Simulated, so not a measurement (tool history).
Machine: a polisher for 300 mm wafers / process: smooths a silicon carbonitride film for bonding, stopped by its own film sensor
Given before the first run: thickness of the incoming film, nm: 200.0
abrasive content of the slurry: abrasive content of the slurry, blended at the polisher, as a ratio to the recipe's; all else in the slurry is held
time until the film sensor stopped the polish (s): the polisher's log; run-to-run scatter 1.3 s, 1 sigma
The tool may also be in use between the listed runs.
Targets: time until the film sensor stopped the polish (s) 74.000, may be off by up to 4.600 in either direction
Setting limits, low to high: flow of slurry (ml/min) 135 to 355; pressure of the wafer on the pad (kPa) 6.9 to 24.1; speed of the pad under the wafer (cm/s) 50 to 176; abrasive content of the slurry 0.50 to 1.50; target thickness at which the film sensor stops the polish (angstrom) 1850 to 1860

| run | day | flow of slurry (ml/min) | pressure of the wafer on the pad (kPa) | speed of the pad under the wafer (cm/s) | abrasive content of the slurry | target thickness at which the film sensor stops the polish (angstrom) | time until the film sensor stopped the polish (s) |
|---|---|---|---|---|---|---|---|
| 1 | 0.000 | 225 | 15.2 | 112 | 1.00 | 1850 | 48.196 |
| 2 | 0.292 | 225 | 13.8 | 110 | 1.00 | 1850 | 54.839 |
| 3 | 0.596 | 190 | 13.8 | 110 | 1.00 | 1850 | 57.363 |
| 4 | 0.812 | 190 | 13.8 | 110 | 1.00 | 1860 | 53.295 |
| 5 | 1.121 | 155 | 13.8 | 110 | 1.00 | 1860 | 54.255 |
| 6 | 1.488 | 155 | 13.1 | 110 | 1.00 | 1860 | 59.244 |
| 7 | 1.804 | 155 | 12.4 | 110 | 1.00 | 1860 | 60.965 |
| 8 | 1.992 | 155 | 11.7 | 110 | 1.00 | 1860 | 63.079 |
| 9 | 2.071 | 155 | 11.0 | 110 | 1.00 | 1860 | 67.717 |

Next run, 4 choices. One meets every target within its allowed miss, the rest don't. Which?
| A | 2.150 | 135 | 11.0 | 118 | 1.15 | 1860 | ? |
| B | 2.150 | 135 | 7.6 | 152 | 1.30 | 1860 | ? |
| C | 2.150 | 220 | 11.0 | 96 | 1.15 | 1860 | ? |
| D | 2.150 | 145 | 9.7 | 106 | 0.95 | 1850 | ? |

| move | time until the film sensor stopped the polish (s) |
|---|---|
| A | 63.697 |
| B | 75.397 |
| C | 64.629 |
| D | 89.223 |
A: moves away from the targets compared with the last run
B: every result within its allowed miss
C: moves away from the targets compared with the last run
D: the result that was furthest off in the last run now lies on the other side of its target
The right move is B.
